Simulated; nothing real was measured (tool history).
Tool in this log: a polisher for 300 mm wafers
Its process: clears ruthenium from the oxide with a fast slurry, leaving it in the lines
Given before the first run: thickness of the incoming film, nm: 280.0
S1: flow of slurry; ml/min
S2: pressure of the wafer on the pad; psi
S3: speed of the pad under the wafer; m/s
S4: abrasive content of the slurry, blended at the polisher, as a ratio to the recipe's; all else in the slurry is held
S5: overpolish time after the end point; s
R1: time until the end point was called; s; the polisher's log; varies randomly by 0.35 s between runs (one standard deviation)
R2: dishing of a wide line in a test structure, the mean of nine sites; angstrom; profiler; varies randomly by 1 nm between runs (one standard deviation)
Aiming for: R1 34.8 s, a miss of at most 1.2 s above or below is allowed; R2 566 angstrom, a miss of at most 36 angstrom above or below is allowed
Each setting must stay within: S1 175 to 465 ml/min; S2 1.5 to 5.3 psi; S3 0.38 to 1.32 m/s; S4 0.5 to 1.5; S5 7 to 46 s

Run 1, hour 0: S1 295 ml/min, S2 3.4 psi, S3 0.84 m/s, S4 1, S5 24 s. Result: R1 62.845 s, R2 772.75 angstrom.
Run 2, hour 8.3: S1 360 ml/min, S2 3.4 psi, S3 0.84 m/s, S4 1, S5 24 s. Result: R1 60.001 s, R2 793.88 angstrom.
Run 3, hour 10.7: S1 325 ml/min, S2 3.4 psi, S3 0.84 m/s, S4 1, S5 24 s. Result: R1 62.216 s, R2 783.1 angstrom.
Run 4, hour 14.9: S1 365 ml/min, S2 3.8 psi, S3 0.84 m/s, S4 1, S5 19 s. Result: R1 56.817 s, R2 685.04 angstrom.
Run 5, hour 17.3: S1 395 ml/min, S2 4.2 psi, S3 0.88 m/s, S4 1, S5 15 s. Result: R1 50.174 s, R2 654.07 angstrom.
Run 6, hour 19.2: S1 395 ml/min, S2 4.2 psi, S3 0.88 m/s, S4 1, S5 7 s. Result: R1 48.814 s, R2 326.44 angstrom.
Run 7, hour 22: S1 400 ml/min, S2 4.5 psi, S3 0.9 m/s, S4 1, S5 7 s. Result: R1 46.967 s, R2 345.89 angstrom.
Run 8, hour 29: S1 400 ml/min, S2 5.2 psi, S3 1.12 m/s, S4 1, S5 15 s. Result: R1 34.659 s, R2 833.33 angstrom.
Run 9, hour 35.2: S1 400 ml/min, S2 5.2 psi, S3 1.12 m/s, S4 1, S5 13 s. Result: R1 35.201 s, R2 761.34 angstrom.
Run 10, hour 42.6: S1 400 ml/min, S2 5.2 psi, S3 1.12 m/s, S4 1, S5 13 s. Result: R1 34.817 s, R2 784.06 angstrom.
At hour 47.3: head pressure recalibrated.
Run 11, hour 47.3: S1 400 ml/min, S2 5.2 psi, S3 1.12 m/s, S4 1, S5 13 s. Result: R1 33.84 s, R2 759.88 angstrom.
Run 12, hour 54.1: S1 400 ml/min, S2 5 psi, S3 1.12 m/s, S4 1, S5 7 s. Result: R1 35.111 s, R2 459.38 angstrom.
Run 13, hour 56.5: S1 400 ml/min, S2 5.1 psi, S3 1.12 m/s, S4 1, S5 8 s. Result: R1 34.259 s, R2 532.07 angstrom.

Next run, 5 choices. One meets every target within its allowed miss, the rest don't. Which?
Run A, hour 58.9: S1 465 ml/min, S2 5.3 psi, S3 1.02 m/s, S4 1, S5 8 s. Result: R1 ?, R2 ?.
Run B, hour 58.9: S1 360 ml/min, S2 5.3 psi, S3 1.12 m/s, S4 1.05, S5 9 s. Result: R1 ?, R2 ?.
Run C, hour 58.9: S1 410 ml/min, S2 5.2 psi, S3 1.04 m/s, S4 1.2, S5 8 s. Result: R1 ?, R2 ?.
Run D, hour 58.9: S1 415 ml/min, S2 4.6 psi, S3 1.1 m/s, S4 1.15, S5 9 s. Result: R1 ?, R2 ?.
Run E, hour 58.9: S1 270 ml/min, S2 5.3 psi, S3 1.1 m/s, S4 1.05, S5 7 s. Result: R1 ?, R2 ?.

move      R1      R2
   A   35.37  520.46
   B  32.792  613.12
   C  32.674  556.98
   D  35.471  574.04
   E  34.151   477.9
A: its largest miss is bigger than the last run's
B: takes the result that was furthest off past its target
C: the furthest-off result lands on target, but another misses its tolerance
D: every result within its allowed miss
E: its largest miss is bigger than the last run's
So the answer is move D, the one that meets all the targets.
